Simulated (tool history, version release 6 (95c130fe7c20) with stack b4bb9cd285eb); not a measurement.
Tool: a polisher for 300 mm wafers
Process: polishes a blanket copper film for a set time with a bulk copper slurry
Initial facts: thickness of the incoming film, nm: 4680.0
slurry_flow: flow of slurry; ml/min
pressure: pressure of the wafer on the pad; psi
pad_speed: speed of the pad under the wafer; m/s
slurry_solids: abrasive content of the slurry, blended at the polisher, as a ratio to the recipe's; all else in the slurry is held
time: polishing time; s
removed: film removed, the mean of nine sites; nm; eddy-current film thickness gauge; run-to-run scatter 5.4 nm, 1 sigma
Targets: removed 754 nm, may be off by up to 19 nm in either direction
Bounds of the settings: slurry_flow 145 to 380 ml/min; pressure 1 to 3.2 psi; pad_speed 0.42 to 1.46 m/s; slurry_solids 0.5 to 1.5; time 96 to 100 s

run	hour	slurry_flow	pressure	pad_speed	slurry_solids	time	removed
1	0	245	2.1	0.94	1	96	501.89
2	2.3	250	2.3	0.94	1	96	553.79
3	10.6	290	2.3	0.94	1	96	560.19
4	14.4	290	2.3	0.84	1	96	518
5	18.8	295	2.5	0.84	1	96	562.27
6	21.7	300	2.7	0.84	1	96	601.77
7	22.4	305	2.8	0.84	1	96	614.31
8	31	310	2.9	0.86	1	96	659.2
9	36.5	315	3	0.86	1	96	687.93
10	40.4	320	3.1	0.86	1	96	701.44
11	41	320	3.1	0.88	1	96	718.8

Exercise: of the 4 proposed moves below, exactly one satisfies all targets within the stated allowed misses. Which move is it?
A	41.6	340	3.2	0.96	0.85	96	?
B	41.6	310	2.7	0.96	1.15	97	?
C	41.6	340	3	0.84	0.95	98	?
D	41.6	280	3.2	0.7	1.4	100	?

move	removed
A	754.87
B	705.58
C	670.6
D	695.04
A: every result lands within tolerance
B: moves away from the targets compared with the last run
C: moves away from the targets compared with the last run
D: moves away from the targets compared with the last run
A is the move that brings every result within its allowed miss.

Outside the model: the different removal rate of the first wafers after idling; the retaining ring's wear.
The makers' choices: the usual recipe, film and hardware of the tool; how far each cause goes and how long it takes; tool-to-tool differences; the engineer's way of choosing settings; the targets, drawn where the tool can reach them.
